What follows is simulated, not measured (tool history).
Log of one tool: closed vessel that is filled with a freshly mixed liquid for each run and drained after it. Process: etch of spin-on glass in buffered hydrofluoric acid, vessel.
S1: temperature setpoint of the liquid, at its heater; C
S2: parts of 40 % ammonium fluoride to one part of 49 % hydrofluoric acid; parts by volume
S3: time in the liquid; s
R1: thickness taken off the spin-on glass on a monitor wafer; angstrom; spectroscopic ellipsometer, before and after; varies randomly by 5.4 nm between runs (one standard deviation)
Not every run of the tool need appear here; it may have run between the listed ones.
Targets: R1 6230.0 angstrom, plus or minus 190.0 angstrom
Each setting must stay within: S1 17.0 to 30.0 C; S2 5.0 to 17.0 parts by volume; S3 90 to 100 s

run	hour	S1	S2	S3	R1
1	0.0	22.0	10.5	90	3772.5
2	1.0	24.0	10.5	90	4176.9
3	7.2	24.0	10.5	100	4758.2
4	12.0	25.0	10.5	100	4857.9
5	19.2	25.0	9.5	100	5358.6
6	27.3	25.0	12.0	100	4298.8
7	34.9	26.0	11.5	100	4744.1
8	42.9	27.0	11.0	100	5187.6
9	46.2	27.0	11.0	100	5221.7

Which one of the following 5 next-run settings gets every result inside its allowed miss? There is exactly one.
A	49.5	27.5	10.5	100	?
B	49.5	27.5	12.0	95	?
C	49.5	22.5	7.0	100	?
D	49.5	22.5	6.5	100	?
E	49.5	29.0	13.5	90	?

move	R1
A	5695.4
B	4750.3
C	6389.2
D	6813.8
E	4343.4
A: nearer the targets than the last run, but a result is still out of spec
B: moves away from the targets compared with the last run
C: all results land within tolerance of their targets
D: moves the result that the last run missed by most past its target, out the other side
E: moves away from the targets compared with the last run
The move that meets every target is C.

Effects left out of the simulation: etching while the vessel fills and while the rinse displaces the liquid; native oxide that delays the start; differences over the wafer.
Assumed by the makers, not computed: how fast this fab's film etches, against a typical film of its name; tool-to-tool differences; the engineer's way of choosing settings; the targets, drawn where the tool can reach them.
